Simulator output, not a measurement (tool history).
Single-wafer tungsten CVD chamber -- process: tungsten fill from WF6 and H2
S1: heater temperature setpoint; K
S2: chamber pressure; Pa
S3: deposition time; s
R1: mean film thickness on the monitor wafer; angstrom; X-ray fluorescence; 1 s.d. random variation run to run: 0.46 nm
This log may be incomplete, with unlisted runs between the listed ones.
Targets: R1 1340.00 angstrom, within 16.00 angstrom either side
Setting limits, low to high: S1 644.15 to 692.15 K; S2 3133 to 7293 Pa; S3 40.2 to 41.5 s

| run | hour | S1 | S2 | S3 | R1 |
|---|---|---|---|---|---|
| 1 | 0.0 | 668.15 | 5213 | 40.2 | 1275.70 |
| 2 | 1.1 | 668.15 | 5213 | 40.2 | 1278.20 |
| 3 | 4.6 | 668.15 | 4773 | 40.2 | 1223.60 |
| 4 | 10.8 | 661.15 | 4773 | 40.2 | 1078.80 |
| 5 | 15.4 | 661.15 | 3960 | 40.2 | 991.12 |
| 6 | 21.8 | 666.15 | 3973 | 40.2 | 1087.90 |
| 7 | 24.8 | 669.15 | 3973 | 40.2 | 1151.00 |
| 8 | 26.7 | 671.15 | 3973 | 40.2 | 1184.10 |
| 9 | 32.4 | 673.15 | 3973 | 40.2 | 1223.10 |
| 10 | 33.8 | 675.15 | 3973 | 40.2 | 1273.20 |
| 11 | 41.0 | 676.15 | 3973 | 40.2 | 1289.50 |
| 12 | 48.6 | 677.15 | 3973 | 40.2 | 1314.70 |

Exercise: of the 4 proposed moves below, exactly one satisfies all targets within the stated allowed misses. Which move is it?
| A | 56.2 | 674.15 | 4293 | 41.5 | ? |
| B | 56.2 | 673.15 | 4200 | 41.2 | ? |
| C | 56.2 | 676.15 | 3840 | 40.5 | ? |
| D | 56.2 | 677.15 | 3746 | 40.5 | ? |

| move | R1 |
|---|---|
| A | 1338.10 |
| B | 1293.90 |
| C | 1283.00 |
| D | 1289.40 |
A: all results land within tolerance of their targets
B: moves away from the targets compared with the last run
C: moves away from the targets compared with the last run
D: moves away from the targets compared with the last run
Go with A: it meets all targets.
